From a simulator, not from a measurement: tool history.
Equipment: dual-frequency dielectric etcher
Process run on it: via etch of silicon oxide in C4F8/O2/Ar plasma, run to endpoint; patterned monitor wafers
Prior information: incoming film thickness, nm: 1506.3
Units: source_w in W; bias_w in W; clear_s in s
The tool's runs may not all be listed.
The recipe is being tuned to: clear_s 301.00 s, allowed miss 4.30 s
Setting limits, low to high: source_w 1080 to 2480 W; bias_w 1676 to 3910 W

{"run": 1, "hour": 0.0, "source_w": 1780, "bias_w": 2793, "clear_s": 268.09}
{"run": 2, "hour": 1.0, "source_w": 1720, "bias_w": 2781, "clear_s": 271.7}
{"run": 3, "hour": 1.9, "source_w": 1580, "bias_w": 2781, "clear_s": 278.05}
{"run": 4, "hour": 6.1, "source_w": 1860, "bias_w": 2781, "clear_s": 262.42}
{"run": 5, "hour": 15.1, "source_w": 1790, "bias_w": 2767, "clear_s": 265.3}
{"run": 6, "hour": 16.5, "source_w": 1790, "bias_w": 2445, "clear_s": 277.09}
{"run": 7, "hour": 23.7, "source_w": 1740, "bias_w": 2436, "clear_s": 281.77}
{"run": 8, "hour": 32.5, "source_w": 1700, "bias_w": 2430, "clear_s": 282.93}
{"run": 9, "hour": 41.6, "source_w": 1670, "bias_w": 2423, "clear_s": 285.29}

Next run, 5 choices. One meets every target within its allowed miss, the rest don't. Which?
{"run": "A", "hour": 50.7, "source_w": 1420, "bias_w": 2391, "clear_s": "?"}
{"run": "B", "hour": 50.7, "source_w": 1540, "bias_w": 2524, "clear_s": "?"}
{"run": "C", "hour": 50.7, "source_w": 1420, "bias_w": 2659, "clear_s": "?"}
{"run": "D", "hour": 50.7, "source_w": 1570, "bias_w": 2403, "clear_s": "?"}
{"run": "E", "hour": 50.7, "source_w": 1710, "bias_w": 2127, "clear_s": "?"}

move=A clear_s=302.43
move=B clear_s=289.40
move=C clear_s=292.16
move=D clear_s=292.15
move=E clear_s=295.10
A: every result lands within tolerance
B: moves toward the targets from the last run without getting all of them in spec
C: moves toward the targets from the last run without getting all of them in spec
D: moves toward the targets from the last run without getting all of them in spec
E: moves toward the targets from the last run without getting all of them in spec
A is the move that brings every result within its allowed miss.

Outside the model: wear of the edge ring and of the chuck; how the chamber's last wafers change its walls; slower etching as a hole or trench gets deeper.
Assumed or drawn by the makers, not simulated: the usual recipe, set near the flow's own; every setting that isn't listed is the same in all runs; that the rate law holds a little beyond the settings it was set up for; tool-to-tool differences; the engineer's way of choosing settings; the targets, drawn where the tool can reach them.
